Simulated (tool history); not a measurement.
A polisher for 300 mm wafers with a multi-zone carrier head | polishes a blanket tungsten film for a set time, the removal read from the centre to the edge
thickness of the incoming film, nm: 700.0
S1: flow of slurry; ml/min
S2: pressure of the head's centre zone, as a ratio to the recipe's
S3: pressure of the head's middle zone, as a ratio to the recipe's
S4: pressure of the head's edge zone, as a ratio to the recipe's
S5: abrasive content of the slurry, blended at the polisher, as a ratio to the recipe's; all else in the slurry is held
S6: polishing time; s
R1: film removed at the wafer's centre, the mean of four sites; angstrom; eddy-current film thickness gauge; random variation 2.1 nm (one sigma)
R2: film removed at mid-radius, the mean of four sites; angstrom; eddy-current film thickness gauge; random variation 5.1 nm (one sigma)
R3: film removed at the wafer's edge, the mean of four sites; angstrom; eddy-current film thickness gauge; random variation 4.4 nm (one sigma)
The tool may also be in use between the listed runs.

run	hour	S1	S2	S3	S4	S5	S6	R1	R2	R3
1	0	235	1	1	1	1	52	2046.8	2266.1	2226.5
2	8.7	240	1.01	1.03	1.02	1.1	54	2166.8	2433.5	2372.4
3	14.8	240	1.01	1.03	1.02	1.1	44	1755.2	2020.3	1970.5
4	18.8	240	1.01	1.03	1.02	0.95	44	1727.9	1990.1	1878
5	19.6	240	1.05	1.03	1.02	0.95	44	1799.3	1947.2	1843.7
6	24.4	240	1.05	1.03	1.02	1.05	44	1822.5	1989.2	1967.7
# hour 33.1: centre zone pressure recalibrated
7	33.1	250	1.06	1.06	1.02	1.1	47	2150	2205.9	2128.5
8	37.8	240	1.05	1.08	1.02	1.15	50	2287.5	2425.3	2297.7
9	39.7	225	1.04	1.1	1.02	1.2	52	2363.4	2511.3	2372
10	43.5	245	1.03	1.11	1.03	1.25	53	2428.7	2656	2411
11	50.6	235	1.02	1.12	1.04	1.3	55	2511	2772.9	2561.3

Run 12 comes next. What will it give?
12	51.8	235	1.01	1.13	1.06	1.35	57	?	?	?

Run 12 gave R1 2597.8 angstrom, R2 2942.8 angstrom, R3 2682.6 angstrom.
